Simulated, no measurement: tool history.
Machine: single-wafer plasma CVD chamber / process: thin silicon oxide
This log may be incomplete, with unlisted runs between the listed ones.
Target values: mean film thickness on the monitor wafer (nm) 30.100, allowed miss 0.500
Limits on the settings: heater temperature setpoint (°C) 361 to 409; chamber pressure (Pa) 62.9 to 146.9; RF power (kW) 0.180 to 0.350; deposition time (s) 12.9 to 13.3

run	hour	heater temperature setpoint (°C)	chamber pressure (Pa)	RF power (kW)	deposition time (s)	mean film thickness on the monitor wafer (nm)
1	0.0	385	104.9	0.265	12.9	22.831
2	3.8	375	104.9	0.265	12.9	22.881
3	7.6	375	111.3	0.265	12.9	24.220
4	9.1	375	116.5	0.265	12.9	25.170
5	16.3	370	116.5	0.265	12.9	25.257
6	22.5	370	116.5	0.265	13.3	26.037
7	30.2	370	135.3	0.265	13.3	29.446
8	37.3	370	136.0	0.265	13.3	29.592
9	44.1	370	136.5	0.265	13.3	29.586

Which of these 5 next moves meets every target?
A	50.9	370	142.0	0.250	12.9	?
B	50.9	373	138.5	0.255	13.1	?
C	50.9	365	138.0	0.240	13.3	?
D	50.9	364	137.9	0.260	12.9	?
E	50.9	372	128.9	0.325	12.9	?

move	mean film thickness on the monitor wafer (nm)
A	28.668
B	28.846
C	28.520
D	28.727
E	30.128
A: lands further from the targets than the last run did
B: lands further from the targets than the last run did
C: lands further from the targets than the last run did
D: lands further from the targets than the last run did
E: all results land within tolerance of their targets
Answer: E
